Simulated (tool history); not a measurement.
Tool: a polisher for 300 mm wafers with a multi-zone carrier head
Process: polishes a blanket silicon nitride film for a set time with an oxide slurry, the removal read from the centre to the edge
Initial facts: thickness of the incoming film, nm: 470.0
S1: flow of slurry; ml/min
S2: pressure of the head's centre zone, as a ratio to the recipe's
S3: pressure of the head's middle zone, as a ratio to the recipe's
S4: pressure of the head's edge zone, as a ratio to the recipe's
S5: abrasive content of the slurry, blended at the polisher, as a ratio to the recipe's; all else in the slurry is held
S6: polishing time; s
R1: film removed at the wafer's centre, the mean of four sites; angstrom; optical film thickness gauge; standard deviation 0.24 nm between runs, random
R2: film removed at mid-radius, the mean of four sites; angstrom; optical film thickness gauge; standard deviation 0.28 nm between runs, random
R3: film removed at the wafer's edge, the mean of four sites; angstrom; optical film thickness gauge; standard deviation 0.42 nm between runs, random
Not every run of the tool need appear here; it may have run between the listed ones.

run 1 hour=0.0 | S1=225 S2=1.00 S3=1.00 S4=1.00 S5=1.00 S6=57 | R1=575.80 R2=508.53 R3=504.48
run 2 hour=0.8 | S1=225 S2=1.00 S3=1.00 S4=1.08 S5=1.00 S6=57 | R1=575.73 R2=509.42 R3=513.76
run 3 hour=8.5 | S1=225 S2=1.00 S3=1.06 S4=1.08 S5=1.00 S6=57 | R1=581.76 R2=523.53 R3=515.78
run 4 hour=14.4 | S1=280 S2=1.00 S3=1.06 S4=1.08 S5=1.00 S6=57 | R1=602.60 R2=548.43 R3=528.73
-- hour=21.8 centre zone pressure recalibrated
run 5 hour=21.8 | S1=280 S2=1.00 S3=1.06 S4=1.04 S5=1.00 S6=57 | R1=539.13 R2=547.42 R3=518.77
run 6 hour=24.3 | S1=245 S2=0.99 S3=1.04 S4=0.98 S5=0.85 S6=56 | R1=479.55 R2=484.05 R3=453.35
run 7 hour=33.1 | S1=220 S2=0.98 S3=1.01 S4=0.94 S5=0.75 S6=56 | R1=445.03 R2=439.66 R3=424.28
run 8 hour=33.9 | S1=245 S2=0.90 S3=0.99 S4=0.84 S5=0.50 S6=51 | R1=306.63 R2=322.10 R3=311.45
run 9 hour=36.6 | S1=250 S2=0.92 S3=1.01 S4=0.87 S5=0.50 S6=51 | R1=313.70 R2=332.12 R3=307.67

Run 10 comes next. What will it give?
run 10 hour=42.9 | S1=240 S2=0.93 S3=1.01 S4=0.91 S5=0.55 S6=51 | R1=? R2=? R3=?

For run 10 the tool returned R1 332.05 angstrom, R2 350.10 angstrom, R3 332.72 angstrom.
